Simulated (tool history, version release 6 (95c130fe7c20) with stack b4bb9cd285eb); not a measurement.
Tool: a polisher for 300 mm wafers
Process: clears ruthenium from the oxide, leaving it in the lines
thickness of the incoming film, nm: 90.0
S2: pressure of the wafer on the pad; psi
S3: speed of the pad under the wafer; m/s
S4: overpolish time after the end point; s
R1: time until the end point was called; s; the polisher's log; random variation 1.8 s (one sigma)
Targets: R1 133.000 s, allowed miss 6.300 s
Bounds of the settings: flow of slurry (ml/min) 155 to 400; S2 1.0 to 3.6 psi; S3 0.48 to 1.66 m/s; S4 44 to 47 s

{"run": 1, "hour": 0.0, "flow of slurry (ml/min)": 255, "S2": 2.3, "S3": 1.06, "S4": 44, "R1": 81.947}
{"run": 2, "hour": 7.1, "flow of slurry (ml/min)": 255, "S2": 2.8, "S3": 1.06, "S4": 44, "R1": 66.54}
{"run": 3, "hour": 11.9, "flow of slurry (ml/min)": 255, "S2": 2.5, "S3": 1.06, "S4": 44, "R1": 73.655}
{"run": 4, "hour": 13.3, "flow of slurry (ml/min)": 200, "S2": 2.5, "S3": 1.06, "S4": 44, "R1": 73.841}
{"run": 5, "hour": 16.0, "flow of slurry (ml/min)": 160, "S2": 2.5, "S3": 1.06, "S4": 44, "R1": 75.686}
{"run": 6, "hour": 23.6, "flow of slurry (ml/min)": 225, "S2": 2.5, "S3": 1.06, "S4": 44, "R1": 73.892}
{"run": 7, "hour": 32.4, "flow of slurry (ml/min)": 225, "S2": 2.3, "S3": 1.04, "S4": 44, "R1": 83.739}
{"run": 8, "hour": 33.8, "flow of slurry (ml/min)": 225, "S2": 1.7, "S3": 1.0, "S4": 44, "R1": 117.85}
{"run": 9, "hour": 41.4, "flow of slurry (ml/min)": 225, "S2": 1.6, "S3": 1.0, "S4": 44, "R1": 122.31}

Which of these 4 next moves meets every target?
{"run": "A", "hour": 49.0, "flow of slurry (ml/min)": 160, "S2": 2.0, "S3": 0.84, "S4": 46, "R1": "?"}
{"run": "B", "hour": 49.0, "flow of slurry (ml/min)": 240, "S2": 1.4, "S3": 1.02, "S4": 44, "R1": "?"}
{"run": "C", "hour": 49.0, "flow of slurry (ml/min)": 230, "S2": 1.6, "S3": 0.8, "S4": 47, "R1": "?"}
{"run": "D", "hour": 49.0, "flow of slurry (ml/min)": 215, "S2": 1.6, "S3": 1.04, "S4": 46, "R1": "?"}

move=A R1=119.690
move=B R1=135.780
move=C R1=151.540
move=D R1=118.190
A: further off than the last run
B: meets every target
C: takes the result that was furthest off past its target
D: further off than the last run
Move B is the one to make.
